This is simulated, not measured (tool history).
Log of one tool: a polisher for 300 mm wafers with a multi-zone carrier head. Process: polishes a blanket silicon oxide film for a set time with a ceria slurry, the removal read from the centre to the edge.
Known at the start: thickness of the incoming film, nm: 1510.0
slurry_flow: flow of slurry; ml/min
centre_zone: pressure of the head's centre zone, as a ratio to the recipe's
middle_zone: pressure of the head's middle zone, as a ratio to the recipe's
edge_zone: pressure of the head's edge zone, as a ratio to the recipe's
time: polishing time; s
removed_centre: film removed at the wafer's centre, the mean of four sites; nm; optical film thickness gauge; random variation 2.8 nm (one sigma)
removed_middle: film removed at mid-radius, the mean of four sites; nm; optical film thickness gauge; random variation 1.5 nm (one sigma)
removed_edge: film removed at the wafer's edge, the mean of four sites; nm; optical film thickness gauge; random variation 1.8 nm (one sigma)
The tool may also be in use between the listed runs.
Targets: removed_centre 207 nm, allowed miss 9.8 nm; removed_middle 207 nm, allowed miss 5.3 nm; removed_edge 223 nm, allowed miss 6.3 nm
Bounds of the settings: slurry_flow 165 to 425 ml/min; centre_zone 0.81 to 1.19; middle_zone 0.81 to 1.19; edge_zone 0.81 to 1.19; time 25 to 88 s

run,hour,slurry_flow,centre_zone,middle_zone,edge_zone,time,removed_centre,removed_middle,removed_edge
1,0,275,1,1,1,56,367.27,369.01,378.91
2,8.9,270,0.99,0.99,0.99,53,353.78,347.34,354.48
3,17.5,265,0.97,0.98,0.99,50,331.04,323.54,328.39
4,19.9,265,0.95,0.97,1.01,48,304.18,310.53,326.7
5,27.2,265,0.95,0.97,0.93,48,302.01,304.84,311.23
6,32.5,315,0.95,0.97,0.93,48,318.74,317.69,314.62
7,35.2,310,0.94,0.96,0.92,46,304.07,296.66,298.59
8,38.7,305,0.93,0.95,0.91,45,279.5,286.78,291.49
9,43.8,305,0.93,0.94,0.9,44,284.26,282.01,284.55
10,47.1,300,0.92,0.93,0.89,43,273.08,271.56,276.76
11,48.7,295,0.91,0.92,0.88,42,264.62,260.99,269.78
12,54.9,295,0.9,0.91,0.87,41,256.18,252.47,257.73
13,62.4,285,0.89,0.9,0.87,41,250.66,254.95,262.12
14,67.5,280,0.89,0.89,0.87,40,243.92,241.99,250.77
15,75.4,275,0.88,0.88,0.86,40,241.31,238.92,251.51
16,81.7,270,0.88,0.88,0.86,40,239.63,237.46,253.23
17,87.2,270,0.88,0.88,0.86,40,238.96,236.66,254.06

4 next moves are on the table. One of them brings every result within its allowed miss. Which?
A,92.7,200,0.89,0.96,0.81,36,?,?,?
B,92.7,350,0.83,0.9,0.85,35,?,?,?
C,92.7,165,0.9,0.89,0.88,37,?,?,?
D,92.7,325,0.81,0.91,0.96,33,?,?,?

move,removed_centre,removed_middle,removed_edge
A,210.3,221.65,212.83
B,207.9,217.99,222.21
C,210.07,206.91,221.74
D,190.95,206.05,220.41
A: nearer than the last run, and not there yet
B: nearer than the last run, and not there yet
C: meets every target
D: brings the result that was furthest off to its target, and leaves another outside
Answer: C
